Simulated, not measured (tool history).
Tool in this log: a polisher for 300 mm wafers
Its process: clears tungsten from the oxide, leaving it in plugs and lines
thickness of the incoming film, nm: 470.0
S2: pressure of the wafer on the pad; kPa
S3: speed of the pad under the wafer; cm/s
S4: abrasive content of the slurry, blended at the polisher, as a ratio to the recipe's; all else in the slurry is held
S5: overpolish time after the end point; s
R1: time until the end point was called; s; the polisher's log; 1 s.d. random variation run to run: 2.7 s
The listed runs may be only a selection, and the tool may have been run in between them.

run 1 hour=0 | flow_of_slurry_(ml/min)=220 S2=24.1 S3=98 S4=1 S5=36 | R1=107.44
run 2 hour=0.8 | flow_of_slurry_(ml/min)=220 S2=21.4 S3=94 S4=1 S5=36 | R1=126.46
run 3 hour=4.5 | flow_of_slurry_(ml/min)=220 S2=19.3 S3=90 S4=1 S5=36 | R1=143.55
run 4 hour=6.7 | flow_of_slurry_(ml/min)=220 S2=17.9 S3=88 S4=1 S5=36 | R1=157.86
run 5 hour=12.3 | flow_of_slurry_(ml/min)=220 S2=17.9 S3=80 S4=1 S5=36 | R1=165.19
run 6 hour=15.7 | flow_of_slurry_(ml/min)=220 S2=17.9 S3=80 S4=0.9 S5=36 | R1=169.89
run 7 hour=22.5 | flow_of_slurry_(ml/min)=220 S2=16.5 S3=80 S4=0.9 S5=36 | R1=186.54
run 8 hour=25.1 | flow_of_slurry_(ml/min)=220 S2=15.9 S3=80 S4=0.9 S5=36 | R1=192.21
run 9 hour=28.6 | flow_of_slurry_(ml/min)=220 S2=15.9 S3=80 S4=0.9 S5=36 | R1=191.16
run 10 hour=33 | flow_of_slurry_(ml/min)=220 S2=15.2 S3=80 S4=0.9 S5=36 | R1=203.89

Expected results for the next run?
run 11 hour=36 | flow_of_slurry_(ml/min)=220 S2=14.5 S3=80 S4=0.9 S5=36 | R1=?

R1: 213.39 s
